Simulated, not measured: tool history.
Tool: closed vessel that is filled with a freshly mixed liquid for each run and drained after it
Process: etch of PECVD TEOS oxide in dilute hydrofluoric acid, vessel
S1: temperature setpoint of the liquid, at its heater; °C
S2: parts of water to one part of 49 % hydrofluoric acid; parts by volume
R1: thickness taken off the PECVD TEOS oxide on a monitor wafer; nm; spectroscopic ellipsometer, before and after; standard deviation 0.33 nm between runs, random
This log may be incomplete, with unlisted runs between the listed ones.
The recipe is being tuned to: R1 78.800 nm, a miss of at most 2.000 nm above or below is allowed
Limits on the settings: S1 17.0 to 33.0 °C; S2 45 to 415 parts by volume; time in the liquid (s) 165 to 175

Run 1, hour 0.0: S1 25.0 °C, S2 230 parts by volume, time in the liquid (s) 165. Result: R1 19.378 nm.
Run 2, hour 1.6: S1 26.0 °C, S2 210 parts by volume, time in the liquid (s) 165. Result: R1 22.518 nm.
Run 3, hour 6.7: S1 26.5 °C, S2 195 parts by volume, time in the liquid (s) 165. Result: R1 24.999 nm.
Run 4, hour 9.2: S1 26.5 °C, S2 125 parts by volume, time in the liquid (s) 165. Result: R1 42.078 nm.
Run 5, hour 12.9: S1 27.0 °C, S2 120 parts by volume, time in the liquid (s) 165. Result: R1 45.654 nm.
Run 6, hour 18.1: S1 27.5 °C, S2 115 parts by volume, time in the liquid (s) 165. Result: R1 48.521 nm.
Run 7, hour 23.6: S1 28.0 °C, S2 110 parts by volume, time in the liquid (s) 165. Result: R1 51.891 nm.
Run 8, hour 24.8: S1 32.0 °C, S2 65 parts by volume, time in the liquid (s) 165. Result: R1 108.970 nm.
Run 9, hour 34.0: S1 31.5 °C, S2 65 parts by volume, time in the liquid (s) 165. Result: R1 106.930 nm.
Run 10, hour 36.1: S1 27.5 °C, S2 70 parts by volume, time in the liquid (s) 165. Result: R1 84.087 nm.

Pick the move, out of 5, that brings all results within their allowed miss; only one does.
Run A, hour 38.2: S1 22.0 °C, S2 60 parts by volume, time in the liquid (s) 175. Result: R1 ?.
Run B, hour 38.2: S1 28.0 °C, S2 80 parts by volume, time in the liquid (s) 175. Result: R1 ?.
Run C, hour 38.2: S1 26.5 °C, S2 70 parts by volume, time in the liquid (s) 170. Result: R1 ?.
Run D, hour 38.2: S1 25.5 °C, S2 70 parts by volume, time in the liquid (s) 175. Result: R1 ?.
Run E, hour 38.2: S1 27.0 °C, S2 70 parts by volume, time in the liquid (s) 165. Result: R1 ?.

move      R1
   A  84.525
   B  78.572
   C  83.387
   D  82.487
   E  82.552
A: misses by more than the last run did
B: all results in spec
C: gains on the last run, yet a result remains outside its allowed miss
D: gains on the last run, yet a result remains outside its allowed miss
E: gains on the last run, yet a result remains outside its allowed miss
Move B is the one to make.
